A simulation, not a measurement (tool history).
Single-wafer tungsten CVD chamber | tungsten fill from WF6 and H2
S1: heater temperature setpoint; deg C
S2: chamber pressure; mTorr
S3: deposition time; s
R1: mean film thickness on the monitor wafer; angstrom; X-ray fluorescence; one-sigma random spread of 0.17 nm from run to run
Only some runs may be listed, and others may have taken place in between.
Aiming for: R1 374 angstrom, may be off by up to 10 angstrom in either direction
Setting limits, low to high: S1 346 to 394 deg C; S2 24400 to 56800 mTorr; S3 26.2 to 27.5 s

run 1 hour=0 | S1=370 S2=40600 S3=27.5 | R1=545.98
run 2 hour=2 | S1=363 S2=40600 S3=27.5 | R1=479.89
run 3 hour=9.9 | S1=359 S2=40400 S3=27.5 | R1=445.42
run 4 hour=13.8 | S1=359 S2=40400 S3=26.2 | R1=421.06
run 5 hour=22.6 | S1=357 S2=40300 S3=26.2 | R1=404.3
-- hour=27.1 thermocouple changed; heater temperature recalibrated
run 6 hour=27.1 | S1=367 S2=40300 S3=26.2 | R1=456.42
run 7 hour=32 | S1=363 S2=40000 S3=26.2 | R1=421.66
run 8 hour=40.7 | S1=361 S2=39900 S3=26.2 | R1=402.98
run 9 hour=43.2 | S1=360 S2=39900 S3=26.2 | R1=395.02
run 10 hour=46.4 | S1=359 S2=39900 S3=26.2 | R1=388.21
run 11 hour=54.6 | S1=359 S2=39900 S3=26.2 | R1=385.59

Which of these 4 next moves meets every target?
run A hour=62.8 | S1=358 S2=43400 S3=26.6 | R1=?
run B hour=62.8 | S1=361 S2=39500 S3=26.5 | R1=?
run C hour=62.8 | S1=356 S2=43200 S3=26.2 | R1=?
run D hour=62.8 | S1=362 S2=38000 S3=26.2 | R1=?

move=A R1=399.15
move=B R1=406.14
move=C R1=376.65
move=D R1=403.04
A: moves away from the targets compared with the last run
B: moves away from the targets compared with the last run
C: all results land within tolerance of their targets
D: moves away from the targets compared with the last run
The right move is C.
